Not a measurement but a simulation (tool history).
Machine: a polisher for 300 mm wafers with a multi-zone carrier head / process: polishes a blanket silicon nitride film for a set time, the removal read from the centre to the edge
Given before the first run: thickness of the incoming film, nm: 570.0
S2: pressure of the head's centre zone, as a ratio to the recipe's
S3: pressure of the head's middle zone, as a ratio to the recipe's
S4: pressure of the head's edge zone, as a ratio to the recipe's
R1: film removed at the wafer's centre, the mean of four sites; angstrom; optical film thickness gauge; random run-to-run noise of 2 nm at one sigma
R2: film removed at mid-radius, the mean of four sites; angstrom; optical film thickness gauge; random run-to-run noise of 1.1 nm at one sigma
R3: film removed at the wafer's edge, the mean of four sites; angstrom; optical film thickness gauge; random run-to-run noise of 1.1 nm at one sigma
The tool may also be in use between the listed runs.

run 1 day=0 | flow_of_slurry_(ml/min)=125 S2=1 S3=1 S4=1 polishing_time_(s)=64 | R1=1247.5 R2=1190.5 R3=1207.8
run 2 day=0.221 | flow_of_slurry_(ml/min)=125 S2=1 S3=1 S4=1.04 polishing_time_(s)=64 | R1=1212 R2=1185.1 R3=1220.4
run 3 day=0.575 | flow_of_slurry_(ml/min)=125 S2=1 S3=1 S4=1.04 polishing_time_(s)=52 | R1=995.69 R2=963.92 R3=1011.1
run 4 day=0.8 | flow_of_slurry_(ml/min)=125 S2=1 S3=1 S4=1.04 polishing_time_(s)=58 | R1=1113.2 R2=1088.6 R3=1114.1
run 5 day=1.121 | flow_of_slurry_(ml/min)=140 S2=1.01 S3=1.02 S4=1.08 polishing_time_(s)=62 | R1=1236.2 R2=1195.4 R3=1218.1
run 6 day=1.296 | flow_of_slurry_(ml/min)=140 S2=1.01 S3=1.09 S4=1.08 polishing_time_(s)=62 | R1=1257.8 R2=1286.2 R3=1226.5
run 7 day=1.654 | flow_of_slurry_(ml/min)=150 S2=1.01 S3=1.09 S4=1.11 polishing_time_(s)=65 | R1=1317.9 R2=1346.7 R3=1308.2

Expected results for the next run?
run 8 day=1.988 | flow_of_slurry_(ml/min)=155 S2=1.02 S3=1.1 S4=1.13 polishing_time_(s)=67 | R1=? R2=? R3=?

Run 8 gave R1 1394.7 angstrom, R2 1400.6 angstrom, R3 1371 angstrom.
